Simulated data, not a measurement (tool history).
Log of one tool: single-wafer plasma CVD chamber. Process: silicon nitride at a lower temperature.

run,hour,heater temperature setpoint (deg C),chamber pressure (Pa),RF power (kW),deposition time (s),mean film thickness on the monitor wafer (nm)
1,0,330,280,0.235,28.1,29.008
2,4.6,330,269,0.23,28.1,28.309
3,10.8,330,260,0.225,28.1,27.526
4,13.2,340,260,0.225,28.1,27.514
5,17.6,340,252,0.22,28.1,26.885
6,19.6,340,252,0.23,28.1,27.605
7,22.9,340,243,0.225,28.1,26.814
8,29.9,340,235,0.22,28.1,26.222
9,35.9,340,228,0.215,28.1,25.418
10,43.9,340,221,0.215,28.1,25.211
11,45.4,340,216,0.215,28.1,25.025

Forecast run 12:
12,49.8,340,211,0.215,28.1,?

Run 12 produced mean film thickness on the monitor wafer (nm) 24.906.
